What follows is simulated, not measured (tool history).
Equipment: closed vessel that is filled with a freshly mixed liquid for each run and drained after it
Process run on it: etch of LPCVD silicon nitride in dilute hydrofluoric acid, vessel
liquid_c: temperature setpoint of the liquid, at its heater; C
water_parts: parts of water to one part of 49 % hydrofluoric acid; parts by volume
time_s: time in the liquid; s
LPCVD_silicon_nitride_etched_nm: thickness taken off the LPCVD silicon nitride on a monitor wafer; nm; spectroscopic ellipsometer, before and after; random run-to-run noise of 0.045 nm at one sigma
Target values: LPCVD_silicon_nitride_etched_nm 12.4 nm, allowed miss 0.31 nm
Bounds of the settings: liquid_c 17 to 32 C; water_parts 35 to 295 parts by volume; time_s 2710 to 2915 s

run,hour,liquid_c,water_parts,time_s,LPCVD_silicon_nitride_etched_nm
1,0,24,165,2710,8.6243
2,4.3,24,165,2915,9.2507
3,8.8,24.5,165,2915,9.6157
4,14.8,24.5,190,2915,8.3387
5,18.6,26.5,190,2915,9.3639
6,27.2,26.5,190,2915,9.4519
7,32.2,27,190,2915,9.7718
8,37.4,27.5,190,2915,10.094
9,40.4,28,190,2915,10.278
10,45.9,28.5,190,2915,10.68
11,49.7,29,190,2915,11.03
12,56.3,29.5,190,2915,11.321
13,59.5,30.5,190,2915,11.974

Exactly one of the 5 candidate moves below puts every result within its allowed miss. Which one?
A,62.7,31,200,2860,?
B,62.7,30,180,2765,?
C,62.7,30.5,195,2830,?
D,62.7,31.5,210,2895,?
E,62.7,32,190,2770,?

move,LPCVD_silicon_nitride_etched_nm
A,11.48
B,11.643
C,11.316
D,11.383
E,12.434
A: further off than the last run
B: further off than the last run
C: further off than the last run
D: further off than the last run
E: every result within its allowed miss
The move that meets every target is E.

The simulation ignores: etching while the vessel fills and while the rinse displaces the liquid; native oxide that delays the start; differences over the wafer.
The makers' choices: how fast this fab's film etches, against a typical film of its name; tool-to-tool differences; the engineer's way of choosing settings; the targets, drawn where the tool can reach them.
